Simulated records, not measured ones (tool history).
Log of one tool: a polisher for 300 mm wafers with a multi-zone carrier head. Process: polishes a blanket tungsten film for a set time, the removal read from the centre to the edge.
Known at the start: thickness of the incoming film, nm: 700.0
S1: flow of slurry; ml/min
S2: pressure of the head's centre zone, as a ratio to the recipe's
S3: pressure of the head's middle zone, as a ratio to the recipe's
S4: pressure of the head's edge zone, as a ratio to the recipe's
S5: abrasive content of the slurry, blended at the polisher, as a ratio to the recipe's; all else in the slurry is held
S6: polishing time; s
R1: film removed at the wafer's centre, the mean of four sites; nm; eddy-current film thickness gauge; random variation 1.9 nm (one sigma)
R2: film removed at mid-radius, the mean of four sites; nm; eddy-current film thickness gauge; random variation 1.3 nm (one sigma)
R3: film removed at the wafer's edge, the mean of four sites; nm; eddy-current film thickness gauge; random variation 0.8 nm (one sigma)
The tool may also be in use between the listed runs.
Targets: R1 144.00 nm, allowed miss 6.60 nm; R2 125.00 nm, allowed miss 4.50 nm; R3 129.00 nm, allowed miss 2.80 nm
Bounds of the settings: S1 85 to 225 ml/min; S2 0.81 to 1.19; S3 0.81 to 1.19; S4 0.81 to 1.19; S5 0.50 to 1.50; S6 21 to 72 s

run  hour   S1    S2    S3    S4    S5  S6      R1      R2      R3
  1   0.0  145  1.00  1.00  1.00  1.00  46  214.09  223.97  221.76
  2   2.7  145  1.00  1.00  0.94  1.00  46  213.32  224.77  210.96
  3   9.5  140  1.01  0.97  0.92  0.90  44  205.08  199.33  194.66
  4  10.2  135  1.00  0.96  0.90  0.80  42  179.25  185.76  176.94
  5  10.8  135  1.00  0.91  0.90  0.80  42  182.94  177.07  178.43
  6  12.0  130  1.01  0.90  0.88  0.75  41  173.26  166.23  165.11
  7  19.7   90  1.07  0.81  0.83  0.50  38  131.09  110.15  122.11
  8  22.3   95  1.07  0.82  0.83  0.50  38  133.50  114.28  125.33
  9  28.9  100  1.07  0.83  0.83  0.50  38  138.40  113.30  125.30
 10  30.2  105  1.06  0.84  0.83  0.50  38  139.03  118.62  126.37

5 next moves are on the table. One of them brings every result within its allowed miss. Which?
  A  31.5  145  1.06  0.81  0.85  0.60  32   ?   ?   ?
  B  31.5   85  1.13  0.82  0.84  0.50  40   ?   ?   ?
  C  31.5  120  0.97  0.98  0.81  0.55  35   ?   ?   ?
  D  31.5  130  1.05  0.86  0.84  0.65  34   ?   ?   ?
  E  31.5  100  1.04  0.83  0.82  0.50  41   ?   ?   ?

move      R1      R2      R3
   A  140.00  110.74  121.93
   B  144.92  112.44  128.39
   C  131.56  131.96  122.79
   D  147.04  123.53  129.67
   E  148.59  123.65  135.42
A: further off than the last run
B: further off than the last run
C: takes the result that was furthest off past its target
D: meets every target
E: brings the result that was furthest off to its target, and leaves another outside
Answer: D
